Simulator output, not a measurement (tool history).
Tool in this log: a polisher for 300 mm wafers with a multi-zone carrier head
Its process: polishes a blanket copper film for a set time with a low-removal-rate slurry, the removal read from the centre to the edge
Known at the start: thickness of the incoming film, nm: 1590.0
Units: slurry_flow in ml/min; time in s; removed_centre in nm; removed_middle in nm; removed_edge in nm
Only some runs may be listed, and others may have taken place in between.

run    day  slurry_flow  centre_zone  middle_zone  edge_zone  slurry_solids  time  removed_centre  removed_middle  removed_edge
  1  0.000          125         1.00         1.00       1.00           1.00    60          120.65          122.92        119.60
  2  0.062          120         0.99         1.00       0.98           0.95    60          116.91          118.65        117.42
  3  0.417          120         0.99         1.00       0.98           1.10    60          120.40          123.82        122.73
  4  0.704          120         0.99         1.00       0.98           0.95    60          117.25          120.88        118.84
  5  0.788          120         0.99         0.95       0.98           0.95    60          118.11          116.66        119.13
  6  1.075          120         0.98         0.97       0.97           0.90    59          113.03          112.98        114.40
  7  1.271          120         0.97         0.99       0.96           0.85    59          111.73          114.82        114.09

The next listed run, before its measurement:
  8  1.475          120         0.96         1.01       0.95           0.80    58               ?               ?             ?

removed_centre: 107.79 nm
removed_middle: 113.79 nm
removed_edge: 110.54 nm
